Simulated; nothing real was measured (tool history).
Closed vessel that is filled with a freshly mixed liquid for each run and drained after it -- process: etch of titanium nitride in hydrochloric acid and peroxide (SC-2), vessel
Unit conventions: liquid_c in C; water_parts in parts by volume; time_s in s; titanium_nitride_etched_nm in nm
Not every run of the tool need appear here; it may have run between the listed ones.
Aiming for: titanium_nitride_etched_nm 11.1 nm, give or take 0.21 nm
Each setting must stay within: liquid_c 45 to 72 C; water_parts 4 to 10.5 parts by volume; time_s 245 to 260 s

| run | day | liquid_c | water_parts | time_s | titanium_nitride_etched_nm |
|---|---|---|---|---|---|
| 1 | 0 | 61 | 5.5 | 245 | 16.652 |
| 2 | 0.112 | 54 | 5.5 | 245 | 10.72 |
| 3 | 0.438 | 59 | 5.5 | 245 | 14.62 |
| 4 | 0.742 | 63.5 | 5.5 | 245 | 19.401 |
| 5 | 0.862 | 60.5 | 5.5 | 245 | 16.239 |
| 6 | 0.904 | 58.5 | 5.5 | 245 | 14.354 |
| 7 | 1.129 | 57 | 5.5 | 245 | 12.984 |
| 8 | 1.408 | 56 | 5.5 | 245 | 12.256 |
| 9 | 1.679 | 55.5 | 5.5 | 245 | 11.822 |
| 10 | 2.054 | 55 | 5.5 | 245 | 11.391 |

Consider the 5 candidate settings below. Which is the only one whose results all fall within their allowed miss of target?
| A | 2.429 | 55.5 | 6.5 | 260 | ? |
| B | 2.429 | 56 | 6 | 260 | ? |
| C | 2.429 | 56.5 | 6.5 | 260 | ? |
| D | 2.429 | 55.5 | 6 | 255 | ? |
| E | 2.429 | 53 | 4.5 | 260 | ? |

| move | titanium_nitride_etched_nm |
|---|---|
| A | 10.921 |
| B | 11.983 |
| C | 11.646 |
| D | 11.38 |
| E | 12.14 |
A: every result within its allowed miss
B: the biggest miss grows against the last run
C: the biggest miss grows against the last run
D: neither nearer nor further off than the last run
E: the biggest miss grows against the last run
Answer: A
